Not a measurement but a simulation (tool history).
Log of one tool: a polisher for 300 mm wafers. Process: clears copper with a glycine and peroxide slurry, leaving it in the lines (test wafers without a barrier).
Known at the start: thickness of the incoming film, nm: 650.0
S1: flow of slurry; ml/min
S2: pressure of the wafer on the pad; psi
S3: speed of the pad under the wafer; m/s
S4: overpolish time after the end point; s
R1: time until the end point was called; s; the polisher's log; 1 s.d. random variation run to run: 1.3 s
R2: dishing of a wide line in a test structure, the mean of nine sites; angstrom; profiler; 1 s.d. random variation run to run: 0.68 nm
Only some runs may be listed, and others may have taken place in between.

run 1 hour=0.0 | S1=190 S2=3.0 S3=0.96 S4=20 | R1=116.66 R2=644.38
run 2 hour=8.2 | S1=160 S2=3.0 S3=0.96 S4=20 | R1=122.10 R2=640.82
run 3 hour=15.3 | S1=195 S2=3.0 S3=0.96 S4=20 | R1=116.59 R2=641.32
run 4 hour=19.4 | S1=205 S2=3.0 S3=0.96 S4=18 | R1=116.29 R2=594.32
run 5 hour=24.2 | S1=210 S2=3.0 S3=0.96 S4=16 | R1=116.20 R2=539.48
run 6 hour=25.2 | S1=245 S2=3.0 S3=0.96 S4=16 | R1=113.10 R2=557.36

What does the tool deliver on the next run?
run 7 hour=33.7 | S1=245 S2=3.0 S3=0.96 S4=15 | R1=? R2=?

R1: 113.96 s
R2: 521.34 angstrom
